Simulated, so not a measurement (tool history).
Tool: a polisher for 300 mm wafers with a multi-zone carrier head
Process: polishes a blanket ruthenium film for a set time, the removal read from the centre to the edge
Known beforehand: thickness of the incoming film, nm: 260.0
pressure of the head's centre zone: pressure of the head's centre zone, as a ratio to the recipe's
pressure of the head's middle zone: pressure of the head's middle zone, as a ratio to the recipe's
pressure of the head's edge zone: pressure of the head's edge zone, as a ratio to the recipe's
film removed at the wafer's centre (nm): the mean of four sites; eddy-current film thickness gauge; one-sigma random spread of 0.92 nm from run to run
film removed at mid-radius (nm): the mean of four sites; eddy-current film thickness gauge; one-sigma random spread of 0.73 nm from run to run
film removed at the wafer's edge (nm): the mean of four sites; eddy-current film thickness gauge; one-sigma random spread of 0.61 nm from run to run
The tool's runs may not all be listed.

| run | hour | flow of slurry (ml/min) | pressure of the head's centre zone | pressure of the head's middle zone | pressure of the head's edge zone | polishing time (s) | film removed at the wafer's centre (nm) | film removed at mid-radius (nm) | film removed at the wafer's edge (nm) |
|---|---|---|---|---|---|---|---|---|---|
| 1 | 0 | 280 | 1 | 1 | 1 | 69 | 86.264 | 84.07 | 85.869 |
| 2 | 2.3 | 280 | 1.02 | 1.01 | 0.98 | 65 | 82.571 | 81.689 | 80.796 |
| 3 | 4 | 280 | 1.1 | 1.01 | 0.98 | 65 | 89.472 | 80.575 | 78.712 |
| 4 | 9.6 | 280 | 1.1 | 1.01 | 1.02 | 65 | 86.86 | 81.735 | 82.106 |
| 5 | 13.1 | 280 | 1.13 | 1.01 | 1.02 | 65 | 89.263 | 81.455 | 81.919 |
| 6 | 19.9 | 280 | 1.12 | 1.01 | 1 | 61 | 85.677 | 77.26 | 75.896 |

For run 7, what comes out?
| 7 | 22.1 | 280 | 1.04 | 0.99 | 0.9 | 42 | ? | ? | ? |

film removed at the wafer's centre (nm): 54.135
film removed at mid-radius (nm): 51.949
film removed at the wafer's edge (nm): 51.156

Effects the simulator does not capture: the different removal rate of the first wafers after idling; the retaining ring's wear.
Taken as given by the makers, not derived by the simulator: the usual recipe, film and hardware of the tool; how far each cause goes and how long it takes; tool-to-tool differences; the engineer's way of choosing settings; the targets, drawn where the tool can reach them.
